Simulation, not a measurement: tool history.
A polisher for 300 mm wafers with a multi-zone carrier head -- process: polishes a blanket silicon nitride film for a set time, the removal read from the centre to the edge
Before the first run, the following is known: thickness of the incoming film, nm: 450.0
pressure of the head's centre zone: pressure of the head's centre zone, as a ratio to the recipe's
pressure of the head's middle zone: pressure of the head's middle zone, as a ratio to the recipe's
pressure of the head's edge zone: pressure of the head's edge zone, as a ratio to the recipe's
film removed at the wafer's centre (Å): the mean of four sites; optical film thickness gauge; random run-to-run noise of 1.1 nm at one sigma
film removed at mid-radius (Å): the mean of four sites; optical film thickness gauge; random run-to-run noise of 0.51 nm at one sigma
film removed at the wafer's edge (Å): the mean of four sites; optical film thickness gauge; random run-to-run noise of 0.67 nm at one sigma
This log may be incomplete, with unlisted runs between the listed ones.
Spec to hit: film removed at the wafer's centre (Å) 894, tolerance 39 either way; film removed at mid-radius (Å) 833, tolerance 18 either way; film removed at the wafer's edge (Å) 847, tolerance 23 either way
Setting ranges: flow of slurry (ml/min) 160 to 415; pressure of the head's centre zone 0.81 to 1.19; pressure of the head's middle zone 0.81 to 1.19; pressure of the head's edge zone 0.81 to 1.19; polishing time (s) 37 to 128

run,hour,flow of slurry (ml/min),pressure of the head's centre zone,pressure of the head's middle zone,pressure of the head's edge zone,polishing time (s),film removed at the wafer's centre (Å),film removed at mid-radius (Å),film removed at the wafer's edge (Å)
1,0,265,1,1,1,82,1512.3,1537.5,1583.8
2,3.7,260,1,0.98,0.96,70,1288.7,1274.2,1300.3
3,5.7,260,1,0.95,0.96,70,1298,1239,1311.6
4,13.7,255,0.99,0.94,0.92,63,1136.2,1105.9,1143.3
5,17.6,250,0.99,0.92,0.89,59,1039.9,1023.6,1057.4
6,23.1,245,1,0.91,0.87,56,1015.1,942.42,989.01
7,28.9,240,1,0.91,0.85,54,967.05,916.5,948.66
8,32.9,215,1.03,0.9,0.81,46,828.56,762.54,776.4
9,38.8,235,1.02,0.9,0.81,46,822.32,771.96,782.6
10,42.9,255,1.03,0.9,0.83,46,870.01,786.48,812.77
11,47.2,310,1,0.94,0.85,46,853.7,821.3,816.34

5 candidate next runs follow, results not yet known. Just one meets every target within its allowed miss. Identify it.
A,51.5,305,0.95,0.98,0.81,47,?,?,?
B,51.5,345,0.87,0.89,0.87,45,?,?,?
C,51.5,330,0.88,0.88,0.83,47,?,?,?
D,51.5,305,0.9,0.94,0.89,45,?,?,?
E,51.5,235,1.03,0.94,0.87,48,?,?,?

move,film removed at the wafer's centre (Å),film removed at mid-radius (Å),film removed at the wafer's edge (Å)
A,843.53,875.26,826.25
B,748.27,782.65,824.95
C,787.01,806.56,841.18
D,764.57,809.35,825.5
E,902.57,836.31,851.17
A: corrects the largest miss of the last run, while another result sits out of spec
B: corrects the largest miss of the last run, while another result sits out of spec
C: corrects the largest miss of the last run, while another result sits out of spec
D: corrects the largest miss of the last run, while another result sits out of spec
E: in spec on every target
The right move is E.
